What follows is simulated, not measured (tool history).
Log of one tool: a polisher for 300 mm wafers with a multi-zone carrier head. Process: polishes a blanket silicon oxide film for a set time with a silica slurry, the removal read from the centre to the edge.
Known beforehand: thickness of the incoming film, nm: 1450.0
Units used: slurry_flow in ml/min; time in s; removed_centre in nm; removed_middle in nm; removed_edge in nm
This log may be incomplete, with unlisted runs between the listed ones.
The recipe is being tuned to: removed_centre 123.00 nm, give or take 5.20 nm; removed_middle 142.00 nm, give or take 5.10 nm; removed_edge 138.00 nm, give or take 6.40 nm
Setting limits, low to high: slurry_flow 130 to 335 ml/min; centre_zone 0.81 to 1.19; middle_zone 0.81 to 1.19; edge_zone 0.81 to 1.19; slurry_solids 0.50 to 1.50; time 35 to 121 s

Run 1, hour 0.0: slurry_flow 215 ml/min, centre_zone 1.00, middle_zone 1.00, edge_zone 1.00, slurry_solids 1.00, time 78 s. Result: removed_centre 178.91 nm, removed_middle 178.13 nm, removed_edge 180.75 nm.
Run 2, hour 5.8: slurry_flow 215 ml/min, centre_zone 1.00, middle_zone 1.00, edge_zone 1.00, slurry_solids 1.00, time 88 s. Result: removed_centre 201.16 nm, removed_middle 196.30 nm, removed_edge 205.45 nm.
Run 3, hour 7.6: slurry_flow 215 ml/min, centre_zone 1.00, middle_zone 0.94, edge_zone 1.00, slurry_solids 1.00, time 88 s. Result: removed_centre 201.38 nm, removed_middle 187.76 nm, removed_edge 205.96 nm.
Run 4, hour 14.7: slurry_flow 185 ml/min, centre_zone 1.00, middle_zone 0.94, edge_zone 1.00, slurry_solids 1.00, time 88 s. Result: removed_centre 196.93 nm, removed_middle 184.21 nm, removed_edge 204.84 nm.
Run 5, hour 15.9: slurry_flow 190 ml/min, centre_zone 0.97, middle_zone 0.96, edge_zone 0.98, slurry_solids 0.90, time 86 s. Result: removed_centre 172.54 nm, removed_middle 174.92 nm, removed_edge 184.70 nm.
Run 6, hour 21.1: slurry_flow 190 ml/min, centre_zone 0.97, middle_zone 1.01, edge_zone 0.98, slurry_solids 0.90, time 86 s. Result: removed_centre 178.43 nm, removed_middle 180.48 nm, removed_edge 184.41 nm.
Run 7, hour 26.8: slurry_flow 190 ml/min, centre_zone 0.94, middle_zone 1.00, edge_zone 0.96, slurry_solids 0.80, time 86 s. Result: removed_centre 161.84 nm, removed_middle 164.90 nm, removed_edge 170.69 nm.
Run 8, hour 33.8: slurry_flow 185 ml/min, centre_zone 0.91, middle_zone 1.01, edge_zone 0.94, slurry_solids 0.75, time 86 s. Result: removed_centre 150.20 nm, removed_middle 159.93 nm, removed_edge 166.50 nm.
Run 9, hour 35.1: slurry_flow 205 ml/min, centre_zone 0.89, middle_zone 1.09, edge_zone 0.85, slurry_solids 0.50, time 81 s. Result: removed_centre 105.64 nm, removed_middle 121.46 nm, removed_edge 110.24 nm.
Run 10, hour 37.8: slurry_flow 205 ml/min, centre_zone 0.90, middle_zone 1.09, edge_zone 0.89, slurry_solids 0.50, time 81 s. Result: removed_centre 104.76 nm, removed_middle 117.89 nm, removed_edge 112.72 nm.
Run 11, hour 38.9: slurry_flow 205 ml/min, centre_zone 0.89, middle_zone 1.08, edge_zone 0.89, slurry_solids 0.55, time 81 s. Result: removed_centre 114.67 nm, removed_middle 128.92 nm, removed_edge 119.99 nm.

Exactly one of the 5 candidate moves below puts every result within its allowed miss. Which one?
Run A, hour 40.0: slurry_flow 130 ml/min, centre_zone 0.87, middle_zone 1.10, edge_zone 0.91, slurry_solids 0.65, time 87 s. Result: removed_centre ?, removed_middle ?, removed_edge ?.
Run B, hour 40.0: slurry_flow 180 ml/min, centre_zone 1.09, middle_zone 0.88, edge_zone 0.93, slurry_solids 0.50, time 85 s. Result: removed_centre ?, removed_middle ?, removed_edge ?.
Run C, hour 40.0: slurry_flow 140 ml/min, centre_zone 0.81, middle_zone 1.09, edge_zone 0.99, slurry_solids 0.55, time 93 s. Result: removed_centre ?, removed_middle ?, removed_edge ?.
Run D, hour 40.0: slurry_flow 305 ml/min, centre_zone 1.03, middle_zone 1.10, edge_zone 0.85, slurry_solids 0.50, time 77 s. Result: removed_centre ?, removed_middle ?, removed_edge ?.
Run E, hour 40.0: slurry_flow 170 ml/min, centre_zone 1.02, middle_zone 0.83, edge_zone 1.01, slurry_solids 0.50, time 93 s. Result: removed_centre ?, removed_middle ?, removed_edge ?.

move  removed_centre  removed_middle  removed_edge
   A          123.61          142.78        142.55
   B          124.40          106.36        120.51
   C          113.11          136.18        141.80
   D          116.70          117.64        109.86
   E          128.19          111.58        136.43
A: all results land within tolerance of their targets
B: its largest miss is bigger than the last run's
C: brings the result that was furthest off to its target, and leaves another outside
D: its largest miss is bigger than the last run's
E: brings the result that was furthest off to its target, and leaves another outside
Move A is the one to make.

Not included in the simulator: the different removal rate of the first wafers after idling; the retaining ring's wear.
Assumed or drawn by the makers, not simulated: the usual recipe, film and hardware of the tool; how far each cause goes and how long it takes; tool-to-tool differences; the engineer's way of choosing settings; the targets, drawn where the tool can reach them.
